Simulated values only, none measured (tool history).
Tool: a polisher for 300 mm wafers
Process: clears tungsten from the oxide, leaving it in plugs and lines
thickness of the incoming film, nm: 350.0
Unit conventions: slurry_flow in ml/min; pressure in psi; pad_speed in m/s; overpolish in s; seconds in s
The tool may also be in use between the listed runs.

{"run": 1, "hour": 0.0, "slurry_flow": 255, "pressure": 3.8, "pad_speed": 1.22, "slurry_solids": 1, "overpolish": 51, "seconds": 73.16}
{"run": 2, "hour": 8.5, "slurry_flow": 255, "pressure": 2.9, "pad_speed": 1.22, "slurry_solids": 1, "overpolish": 51, "seconds": 86.561}
{"run": 3, "hour": 10.7, "slurry_flow": 205, "pressure": 2.9, "pad_speed": 1.22, "slurry_solids": 1, "overpolish": 51, "seconds": 87.228}
{"run": 4, "hour": 19.3, "slurry_flow": 205, "pressure": 2.9, "pad_speed": 0.94, "slurry_solids": 1, "overpolish": 51, "seconds": 109.72}
{"run": 5, "hour": 20.3, "slurry_flow": 205, "pressure": 2.9, "pad_speed": 1.12, "slurry_solids": 1, "overpolish": 51, "seconds": 95.111}
{"run": 6, "hour": 22.2, "slurry_flow": 205, "pressure": 2.4, "pad_speed": 1.12, "slurry_solids": 1, "overpolish": 51, "seconds": 104.8}
{"run": 7, "hour": 26.5, "slurry_flow": 205, "pressure": 2.4, "pad_speed": 1.12, "slurry_solids": 1, "overpolish": 51, "seconds": 106.36}
{"run": 8, "hour": 30.3, "slurry_flow": 205, "pressure": 2.8, "pad_speed": 1.14, "slurry_solids": 1, "overpolish": 51, "seconds": 94.745}
{"run": 9, "hour": 37.7, "slurry_flow": 205, "pressure": 3.1, "pad_speed": 1.16, "slurry_solids": 1, "overpolish": 51, "seconds": 87.728}

Estimate the outcome of run 10 from the log above:
{"run": 10, "hour": 43.2, "slurry_flow": 205, "pressure": 3.4, "pad_speed": 1.16, "slurry_solids": 1, "overpolish": 51, "seconds": "?"}

seconds: 82.24 s
